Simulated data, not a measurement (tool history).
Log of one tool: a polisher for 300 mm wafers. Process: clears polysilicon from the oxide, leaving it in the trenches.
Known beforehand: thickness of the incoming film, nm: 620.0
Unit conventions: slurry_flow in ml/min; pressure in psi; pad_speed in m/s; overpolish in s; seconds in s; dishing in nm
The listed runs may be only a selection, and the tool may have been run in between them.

run,hour,slurry_flow,pressure,pad_speed,overpolish,seconds,dishing
1,0.0,240,2.2,0.84,13,79.949,52.366
2,3.8,205,2.2,0.84,13,78.491,52.517
3,9.6,205,2.2,0.84,17,80.088,57.454
4,18.2,205,1.9,0.84,18,93.115,56.976
5,20.1,205,1.9,0.84,23,92.946,63.428
6,28.0,205,1.7,0.84,21,101.730,57.076
7,35.6,205,1.5,0.84,21,115.060,54.830

What does the tool deliver on the next run?
8,37.4,205,1.4,0.84,20,?,?

Run 8 produced seconds 123.340 s, dishing 51.242 nm.

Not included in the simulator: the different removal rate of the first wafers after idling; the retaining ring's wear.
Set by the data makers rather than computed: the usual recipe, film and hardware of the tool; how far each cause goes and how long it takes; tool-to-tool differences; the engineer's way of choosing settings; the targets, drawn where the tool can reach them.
